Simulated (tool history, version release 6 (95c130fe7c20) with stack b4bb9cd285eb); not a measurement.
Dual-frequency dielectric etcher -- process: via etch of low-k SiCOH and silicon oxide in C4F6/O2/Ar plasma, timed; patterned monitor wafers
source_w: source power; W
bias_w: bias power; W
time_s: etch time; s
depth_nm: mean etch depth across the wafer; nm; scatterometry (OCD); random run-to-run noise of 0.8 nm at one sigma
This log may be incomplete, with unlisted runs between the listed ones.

run 1 hour=0.0 | source_w=280 bias_w=187 time_s=60.0 | depth_nm=149.81
run 2 hour=2.2 | source_w=280 bias_w=187 time_s=55.0 | depth_nm=137.86
run 3 hour=11.0 | source_w=300 bias_w=187 time_s=55.0 | depth_nm=140.79
run 4 hour=12.5 | source_w=320 bias_w=208 time_s=56.5 | depth_nm=152.69
run 5 hour=19.3 | source_w=330 bias_w=221 time_s=57.5 | depth_nm=160.33
run 6 hour=27.6 | source_w=290 bias_w=221 time_s=57.5 | depth_nm=152.99

Estimate the outcome of run 7 from the log above:
run 7 hour=28.5 | source_w=310 bias_w=231 time_s=58.0 | depth_nm=?

For run 7 the tool returned depth_nm 159.97 nm.
